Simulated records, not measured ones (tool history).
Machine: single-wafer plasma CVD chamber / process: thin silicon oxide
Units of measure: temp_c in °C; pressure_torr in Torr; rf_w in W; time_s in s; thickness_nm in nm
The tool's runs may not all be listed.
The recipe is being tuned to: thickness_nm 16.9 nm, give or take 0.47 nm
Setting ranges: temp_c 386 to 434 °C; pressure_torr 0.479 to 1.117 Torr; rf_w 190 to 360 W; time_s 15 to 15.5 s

run	day	temp_c	pressure_torr	rf_w	time_s	thickness_nm
1	0	410	0.798	275	15	24.699
2	0.258	410	0.722	270	15	22.783
3	0.417	410	0.661	260	15	20.561
4	0.758	418	0.661	260	15	20.339
5	1.029	418	0.776	260	15	23.32
6	1.233	418	0.711	260	15	21.845
7	1.538	418	0.659	260	15	20.463
8	1.658	418	0.62	260	15	19.126
9	1.992	418	0.598	260	15	18.748
10	2.096	418	0.494	255	15	15.468
11	2.125	418	0.508	255	15	15.679
12	2.158	418	0.581	260	15	18.051

4 candidate next runs follow, results not yet known. Just one meets every target within its allowed miss. Identify it.
A	2.192	421	0.621	270	15.5	?
B	2.192	419	0.546	245	15.5	?
C	2.192	420	0.624	250	15.5	?
D	2.192	424	0.599	295	15	?

move	thickness_nm
A	20.323
B	17.011
C	19.427
D	20.021
A: lands further from the targets than the last run did
B: every result within its allowed miss
C: lands further from the targets than the last run did
D: lands further from the targets than the last run did
The right move is B.

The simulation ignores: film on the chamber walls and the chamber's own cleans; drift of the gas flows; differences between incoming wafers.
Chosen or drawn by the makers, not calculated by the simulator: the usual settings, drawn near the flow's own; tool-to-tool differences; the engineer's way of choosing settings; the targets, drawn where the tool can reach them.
